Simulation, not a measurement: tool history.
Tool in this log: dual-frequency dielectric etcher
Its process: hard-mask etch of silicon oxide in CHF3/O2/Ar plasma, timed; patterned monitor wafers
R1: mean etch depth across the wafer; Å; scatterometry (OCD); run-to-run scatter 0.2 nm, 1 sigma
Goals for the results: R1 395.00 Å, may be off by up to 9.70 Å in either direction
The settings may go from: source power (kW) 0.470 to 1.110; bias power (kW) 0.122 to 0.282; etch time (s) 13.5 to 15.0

{"run": 1, "hour": 0.0, "source power (kW)": 0.79, "bias power (kW)": 0.202, "etch time (s)": 15.0, "R1": 347.43}
{"run": 2, "hour": 5.9, "source power (kW)": 0.7, "bias power (kW)": 0.202, "etch time (s)": 15.0, "R1": 334.29}
{"run": 3, "hour": 11.8, "source power (kW)": 0.74, "bias power (kW)": 0.205, "etch time (s)": 15.0, "R1": 341.52}
{"run": 4, "hour": 18.1, "source power (kW)": 0.63, "bias power (kW)": 0.205, "etch time (s)": 15.0, "R1": 323.27}
{"run": 5, "hour": 22.9, "source power (kW)": 0.63, "bias power (kW)": 0.24, "etch time (s)": 15.0, "R1": 343.5}
{"run": 6, "hour": 26.8, "source power (kW)": 0.66, "bias power (kW)": 0.242, "etch time (s)": 15.0, "R1": 348.37}
{"run": 7, "hour": 34.3, "source power (kW)": 0.69, "bias power (kW)": 0.244, "etch time (s)": 15.0, "R1": 350.83}
{"run": 8, "hour": 39.7, "source power (kW)": 0.72, "bias power (kW)": 0.247, "etch time (s)": 15.0, "R1": 362.58}
{"run": 9, "hour": 46.6, "source power (kW)": 0.74, "bias power (kW)": 0.248, "etch time (s)": 15.0, "R1": 363.43}
{"run": 10, "hour": 47.3, "source power (kW)": 0.76, "bias power (kW)": 0.25, "etch time (s)": 15.0, "R1": 368.92}
{"run": 11, "hour": 48.4, "source power (kW)": 0.78, "bias power (kW)": 0.251, "etch time (s)": 15.0, "R1": 375.04}
{"run": 12, "hour": 52.6, "source power (kW)": 0.79, "bias power (kW)": 0.252, "etch time (s)": 15.0, "R1": 376.14}
{"hour": 57.6, "done": "bias power generator calibrated"}
{"run": 13, "hour": 57.6, "source power (kW)": 0.8, "bias power (kW)": 0.253, "etch time (s)": 15.0, "R1": 378.6}

Next run, 5 choices. One meets every target within its allowed miss, the rest don't. Which?
{"run": "A", "hour": 62.6, "source power (kW)": 0.69, "bias power (kW)": 0.271, "etch time (s)": 14.5, "R1": "?"}
{"run": "B", "hour": 62.6, "source power (kW)": 0.81, "bias power (kW)": 0.24, "etch time (s)": 14.0, "R1": "?"}
{"run": "C", "hour": 62.6, "source power (kW)": 0.77, "bias power (kW)": 0.23, "etch time (s)": 15.0, "R1": "?"}
{"run": "D", "hour": 62.6, "source power (kW)": 0.96, "bias power (kW)": 0.209, "etch time (s)": 14.0, "R1": "?"}
{"run": "E", "hour": 62.6, "source power (kW)": 1.11, "bias power (kW)": 0.282, "etch time (s)": 13.5, "R1": "?"}

move=A R1=359.01
move=B R1=351.55
move=C R1=365.12
move=D R1=356.89
move=E R1=398.74
A: lands further from the targets than the last run did
B: lands further from the targets than the last run did
C: lands further from the targets than the last run did
D: lands further from the targets than the last run did
E: hits every target within its allowed miss
E meets every target.
